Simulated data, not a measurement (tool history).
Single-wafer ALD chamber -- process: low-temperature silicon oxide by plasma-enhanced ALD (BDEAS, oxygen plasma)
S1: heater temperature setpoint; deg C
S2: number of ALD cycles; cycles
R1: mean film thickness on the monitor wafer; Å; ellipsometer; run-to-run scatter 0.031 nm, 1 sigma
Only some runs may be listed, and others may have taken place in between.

{"run": 1, "hour": 0.0, "S1": 115, "S2": 65, "R1": 84.697}
{"run": 2, "hour": 6.4, "S1": 115, "S2": 70, "R1": 91.083}
{"run": 3, "hour": 12.2, "S1": 115, "S2": 65, "R1": 85.279}
{"run": 4, "hour": 15.8, "S1": 109, "S2": 65, "R1": 85.552}
{"run": 5, "hour": 16.6, "S1": 109, "S2": 72, "R1": 94.252}
{"run": 6, "hour": 22.2, "S1": 110, "S2": 65, "R1": 84.608}
{"run": 7, "hour": 24.7, "S1": 110, "S2": 61, "R1": 79.892}
{"run": 8, "hour": 29.0, "S1": 110, "S2": 58, "R1": 76.487}
{"run": 9, "hour": 32.2, "S1": 110, "S2": 55, "R1": 72.366}

What will run 10 give?
{"run": 10, "hour": 36.8, "S1": 110, "S2": 53, "R1": "?"}

Run 10 gave R1 69.173 Å.
